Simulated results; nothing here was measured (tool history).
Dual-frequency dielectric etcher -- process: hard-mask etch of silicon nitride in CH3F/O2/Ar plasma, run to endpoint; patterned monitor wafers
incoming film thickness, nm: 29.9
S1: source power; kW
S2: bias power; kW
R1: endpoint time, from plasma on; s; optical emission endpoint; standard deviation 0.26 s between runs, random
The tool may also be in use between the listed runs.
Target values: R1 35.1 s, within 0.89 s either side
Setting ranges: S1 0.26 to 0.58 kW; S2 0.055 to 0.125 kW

run	hour	S1	S2	R1
1	0	0.42	0.09	39.853
2	1.2	0.42	0.078	40.933
3	8.6	0.37	0.078	42.248
4	17.5	0.37	0.093	40.356
5	23.4	0.41	0.093	39.373
6	30.1	0.35	0.093	40.487
7	36.7	0.36	0.096	40.303
8	41.3	0.38	0.099	39.243
9	42.3	0.39	0.101	39.4
10	48.5	0.41	0.104	37.844
11	55.7	0.42	0.105	38.085
12	64.6	0.43	0.107	38.055
13	68.1	0.44	0.109	37.074
14	74.1	0.49	0.112	36.277
15	76.3	0.49	0.113	36.188

Pick the move, out of 4, that brings all results within their allowed miss; only one does.
A	78.5	0.49	0.101	?
B	78.5	0.57	0.112	?
C	78.5	0.45	0.107	?
D	78.5	0.43	0.104	?

move	R1
A	37.792
B	35.53
C	37.812
D	38.462
A: its largest miss is bigger than the last run's
B: in spec on every target
C: its largest miss is bigger than the last run's
D: its largest miss is bigger than the last run's
The move that meets every target is B.
